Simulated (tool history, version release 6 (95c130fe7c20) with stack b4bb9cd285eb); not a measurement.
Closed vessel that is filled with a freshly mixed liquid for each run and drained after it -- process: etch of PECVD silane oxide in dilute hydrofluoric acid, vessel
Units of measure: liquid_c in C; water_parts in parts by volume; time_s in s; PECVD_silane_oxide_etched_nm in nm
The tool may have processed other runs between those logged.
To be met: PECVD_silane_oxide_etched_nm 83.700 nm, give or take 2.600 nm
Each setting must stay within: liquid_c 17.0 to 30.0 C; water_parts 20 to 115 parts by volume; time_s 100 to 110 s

run 1 day=0.000 | liquid_c=22.0 water_parts=65 time_s=100 | PECVD_silane_oxide_etched_nm=79.995
run 2 day=0.192 | liquid_c=22.0 water_parts=45 time_s=100 | PECVD_silane_oxide_etched_nm=118.410
run 3 day=0.529 | liquid_c=20.5 water_parts=45 time_s=100 | PECVD_silane_oxide_etched_nm=112.710
run 4 day=0.883 | liquid_c=22.0 water_parts=45 time_s=100 | PECVD_silane_oxide_etched_nm=115.690
run 5 day=1.212 | liquid_c=25.0 water_parts=45 time_s=100 | PECVD_silane_oxide_etched_nm=131.870
run 6 day=1.333 | liquid_c=25.0 water_parts=65 time_s=100 | PECVD_silane_oxide_etched_nm=91.197
run 7 day=1.571 | liquid_c=24.5 water_parts=65 time_s=100 | PECVD_silane_oxide_etched_nm=88.130
run 8 day=1.792 | liquid_c=24.0 water_parts=65 time_s=100 | PECVD_silane_oxide_etched_nm=87.024
-- day=1.929 hydrofluoric acid flow meter replaced
run 9 day=1.929 | liquid_c=23.5 water_parts=65 time_s=100 | PECVD_silane_oxide_etched_nm=76.379
run 10 day=2.054 | liquid_c=24.0 water_parts=65 time_s=100 | PECVD_silane_oxide_etched_nm=76.535
run 11 day=2.204 | liquid_c=24.5 water_parts=65 time_s=100 | PECVD_silane_oxide_etched_nm=78.382
run 12 day=2.550 | liquid_c=25.0 water_parts=65 time_s=100 | PECVD_silane_oxide_etched_nm=79.314

Consider the 4 candidate settings below. Which is the only one whose results all fall within their allowed miss of target?
run A day=2.896 | liquid_c=26.5 water_parts=65 time_s=105 | PECVD_silane_oxide_etched_nm=?
run B day=2.896 | liquid_c=25.5 water_parts=70 time_s=110 | PECVD_silane_oxide_etched_nm=?
run C day=2.896 | liquid_c=21.0 water_parts=50 time_s=100 | PECVD_silane_oxide_etched_nm=?
run D day=2.896 | liquid_c=28.5 water_parts=80 time_s=100 | PECVD_silane_oxide_etched_nm=?

move=A PECVD_silane_oxide_etched_nm=89.717
move=B PECVD_silane_oxide_etched_nm=83.294
move=C PECVD_silane_oxide_etched_nm=90.410
move=D PECVD_silane_oxide_etched_nm=73.539
A: takes the result that was furthest off past its target
B: each result inside its tolerance
C: takes the result that was furthest off past its target
D: misses by more than the last run did
Go with B: it meets all targets.
